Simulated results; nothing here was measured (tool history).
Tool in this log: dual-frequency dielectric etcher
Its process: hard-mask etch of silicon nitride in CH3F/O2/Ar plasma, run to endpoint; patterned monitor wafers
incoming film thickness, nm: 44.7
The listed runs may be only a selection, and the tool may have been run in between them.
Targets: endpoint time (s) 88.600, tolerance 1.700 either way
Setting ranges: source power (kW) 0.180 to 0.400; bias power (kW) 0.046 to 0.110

run  hour  source power (kW)  bias power (kW)  endpoint time (s)
  1   0.0              0.290            0.078             77.244
  2   1.3              0.290            0.070             82.544
  3   6.4              0.290            0.056             95.179
  4  14.8              0.300            0.056             93.982
  5  16.4              0.300            0.046            107.540
  6  25.1              0.350            0.046            100.730
  7  28.3              0.350            0.047             98.611
  8  36.0              0.360            0.048             95.771
  9  44.0              0.380            0.050             91.726

Exercise: of the 5 proposed moves below, exactly one satisfies all targets within the stated allowed misses. Which move is it?
  A  52.0              0.400            0.056                  ?
  B  52.0              0.380            0.058                  ?
  C  52.0              0.350            0.052                  ?
  D  52.0              0.400            0.055                  ?
  E  52.0              0.370            0.054                  ?

move  endpoint time (s)
   A             83.508
   B             83.388
   C             92.433
   D             84.463
   E             88.181
A: moves the result that the last run missed by most past its target, out the other side
B: moves the result that the last run missed by most past its target, out the other side
C: moves away from the targets compared with the last run
D: moves the result that the last run missed by most past its target, out the other side
E: every result lands within tolerance
The move that meets every target is E.
